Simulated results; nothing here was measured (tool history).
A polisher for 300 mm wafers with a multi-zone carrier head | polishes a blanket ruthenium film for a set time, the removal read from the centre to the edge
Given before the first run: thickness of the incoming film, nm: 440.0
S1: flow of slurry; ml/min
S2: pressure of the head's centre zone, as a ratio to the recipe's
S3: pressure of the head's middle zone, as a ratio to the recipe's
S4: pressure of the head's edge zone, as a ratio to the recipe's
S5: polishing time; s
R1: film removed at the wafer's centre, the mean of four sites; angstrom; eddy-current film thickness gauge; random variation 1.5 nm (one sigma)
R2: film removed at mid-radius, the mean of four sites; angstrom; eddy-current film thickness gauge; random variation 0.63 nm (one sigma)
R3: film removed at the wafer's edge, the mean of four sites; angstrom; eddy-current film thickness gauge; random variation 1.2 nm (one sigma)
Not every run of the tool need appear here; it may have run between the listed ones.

run    day   S1    S2    S3    S4  S5      R1      R2      R3
  1  0.000  260  1.00  1.00  1.00  45  702.37  713.98  712.17
  2  0.104  260  1.00  1.00  1.00  55  870.21  876.10  862.70
  3  0.292  265  1.01  1.01  1.00  55  868.61  875.94  869.90
  4  0.338  265  1.01  0.98  1.00  55  889.41  856.40  875.08
  5  0.554  270  1.02  0.99  1.00  55  879.32  862.45  874.09
  6  0.625  215  1.02  0.99  1.00  55  839.55  843.62  860.62
  7  0.929  230  1.03  1.00  1.00  55  892.53  857.53  852.79
  8  1.042  300  1.02  1.10  1.08  57  906.59  990.85  937.91
  9  1.317  305  1.03  1.10  1.07  57  965.14  987.75  962.08

The next listed run, before its measurement:
 10  1.346  305  1.03  1.11  1.05  57   ?   ?   ?

R1: 947.32 angstrom
R2: 1000.40 angstrom
R3: 917.12 angstrom
